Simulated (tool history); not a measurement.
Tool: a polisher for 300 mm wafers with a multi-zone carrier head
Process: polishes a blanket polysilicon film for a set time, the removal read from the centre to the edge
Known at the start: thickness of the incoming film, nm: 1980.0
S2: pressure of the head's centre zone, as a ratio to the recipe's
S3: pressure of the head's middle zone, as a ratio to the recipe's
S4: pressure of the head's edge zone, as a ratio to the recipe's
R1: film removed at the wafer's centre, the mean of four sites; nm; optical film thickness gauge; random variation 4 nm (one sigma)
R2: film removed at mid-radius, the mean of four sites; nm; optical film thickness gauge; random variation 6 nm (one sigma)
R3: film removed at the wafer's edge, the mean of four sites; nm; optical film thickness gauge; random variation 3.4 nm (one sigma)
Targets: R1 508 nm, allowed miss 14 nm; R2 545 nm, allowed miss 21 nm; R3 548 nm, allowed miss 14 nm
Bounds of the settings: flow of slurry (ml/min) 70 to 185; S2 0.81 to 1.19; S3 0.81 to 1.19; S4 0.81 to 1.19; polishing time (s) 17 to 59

{"run": 1, "hour": 0.0, "flow of slurry (ml/min)": 120, "S2": 1, "S3": 1, "S4": 1, "polishing time (s)": 38, "R1": 394.99, "R2": 443.48, "R3": 442.66}
{"run": 2, "hour": 8.9, "flow of slurry (ml/min)": 120, "S2": 1, "S3": 0.93, "S4": 1, "polishing time (s)": 38, "R1": 398.03, "R2": 422.84, "R3": 438.02}
{"run": 3, "hour": 10.2, "flow of slurry (ml/min)": 130, "S2": 1.02, "S3": 0.96, "S4": 1.04, "polishing time (s)": 39, "R1": 430.44, "R2": 449.79, "R3": 464.2}
{"run": 4, "hour": 18.2, "flow of slurry (ml/min)": 130, "S2": 1.02, "S3": 0.96, "S4": 1, "polishing time (s)": 39, "R1": 430.21, "R2": 447, "R3": 459.23}
{"run": 5, "hour": 20.2, "flow of slurry (ml/min)": 130, "S2": 1.02, "S3": 0.96, "S4": 0.95, "polishing time (s)": 39, "R1": 426.66, "R2": 449.8, "R3": 445.12}
{"hour": 25.7, "done": "centre zone pressure recalibrated"}
{"run": 6, "hour": 25.7, "flow of slurry (ml/min)": 130, "S2": 1.02, "S3": 0.96, "S4": 0.87, "polishing time (s)": 39, "R1": 458.1, "R2": 442.66, "R3": 430.27}
{"run": 7, "hour": 34.5, "flow of slurry (ml/min)": 140, "S2": 1.02, "S3": 0.96, "S4": 0.91, "polishing time (s)": 40, "R1": 472.66, "R2": 469.2, "R3": 446.51}
{"run": 8, "hour": 39.2, "flow of slurry (ml/min)": 145, "S2": 1.03, "S3": 0.97, "S4": 0.97, "polishing time (s)": 41, "R1": 495.96, "R2": 488.07, "R3": 486.32}
{"run": 9, "hour": 46.2, "flow of slurry (ml/min)": 150, "S2": 1.02, "S3": 0.99, "S4": 1, "polishing time (s)": 41, "R1": 494.67, "R2": 493.95, "R3": 493.62}
{"run": 10, "hour": 53.7, "flow of slurry (ml/min)": 155, "S2": 1.01, "S3": 1.01, "S4": 1.03, "polishing time (s)": 41, "R1": 494.91, "R2": 506.18, "R3": 493.33}
{"run": 11, "hour": 60.2, "flow of slurry (ml/min)": 155, "S2": 1.01, "S3": 1.02, "S4": 1.06, "polishing time (s)": 41, "R1": 490.8, "R2": 517.41, "R3": 505.26}
{"run": 12, "hour": 64.4, "flow of slurry (ml/min)": 155, "S2": 1.01, "S3": 1.02, "S4": 1.09, "polishing time (s)": 41, "R1": 485.03, "R2": 497.04, "R3": 513.71}
{"run": 13, "hour": 68.7, "flow of slurry (ml/min)": 160, "S2": 1.01, "S3": 1.04, "S4": 1.1, "polishing time (s)": 41, "R1": 501.87, "R2": 517.49, "R3": 512.27}
{"run": 14, "hour": 76.5, "flow of slurry (ml/min)": 160, "S2": 1, "S3": 1.05, "S4": 1.12, "polishing time (s)": 41, "R1": 485.61, "R2": 527.74, "R3": 522.41}

Which of these 4 next moves meets every target?
{"run": "A", "hour": 84.3, "flow of slurry (ml/min)": 155, "S2": 1.01, "S3": 1, "S4": 1.19, "polishing time (s)": 45, "R1": "?", "R2": "?", "R3": "?"}
{"run": "B", "hour": 84.3, "flow of slurry (ml/min)": 150, "S2": 0.93, "S3": 1.07, "S4": 1.1, "polishing time (s)": 46, "R1": "?", "R2": "?", "R3": "?"}
{"run": "C", "hour": 84.3, "flow of slurry (ml/min)": 185, "S2": 0.94, "S3": 1, "S4": 1.06, "polishing time (s)": 44, "R1": "?", "R2": "?", "R3": "?"}
{"run": "D", "hour": 84.3, "flow of slurry (ml/min)": 130, "S2": 0.99, "S3": 1.12, "S4": 1.15, "polishing time (s)": 47, "R1": "?", "R2": "?", "R3": "?"}

move=A R1=537.57 R2=560.37 R3=588.31
move=B R1=502.59 R2=594.76 R3=576.11
move=C R1=504.76 R2=564.02 R3=555.44
move=D R1=530.79 R2=609.12 R3=589.77
A: takes the result that was furthest off past its target
B: takes the result that was furthest off past its target
C: meets every target
D: takes the result that was furthest off past its target
Answer: C
